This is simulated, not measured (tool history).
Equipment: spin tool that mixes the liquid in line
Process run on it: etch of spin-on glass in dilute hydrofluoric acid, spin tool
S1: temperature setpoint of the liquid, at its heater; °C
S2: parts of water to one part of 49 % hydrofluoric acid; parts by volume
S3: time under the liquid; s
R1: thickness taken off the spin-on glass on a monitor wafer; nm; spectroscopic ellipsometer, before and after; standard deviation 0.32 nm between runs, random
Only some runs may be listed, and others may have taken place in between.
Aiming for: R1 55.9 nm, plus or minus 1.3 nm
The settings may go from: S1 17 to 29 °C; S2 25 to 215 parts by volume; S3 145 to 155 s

run,hour,S1,S2,S3,R1
1,0,21,120,145,30.389
2,1.7,21,90,145,42.085
3,10.5,22.5,90,145,44.513
4,14.3,25.5,90,145,50.548
5,23,25.5,90,155,54.274
6,28.1,24,90,155,50.41
7,32.4,24.5,90,155,51.86
8,38.2,25,90,155,52.767
9,45.9,25.5,90,155,53.783

Which single option among these 5 for the next run brings every result within its allowed miss of target? Just one does.
A,53.6,25.5,85,150,?
B,53.6,25,85,145,?
C,53.6,27.5,95,150,?
D,53.6,26.5,95,145,?
E,53.6,25,90,150,?

move,R1
A,55.225
B,52.337
C,52.721
D,49.029
E,50.807
A: each result inside its tolerance
B: further off than the last run
C: further off than the last run
D: further off than the last run
E: further off than the last run
Answer: A
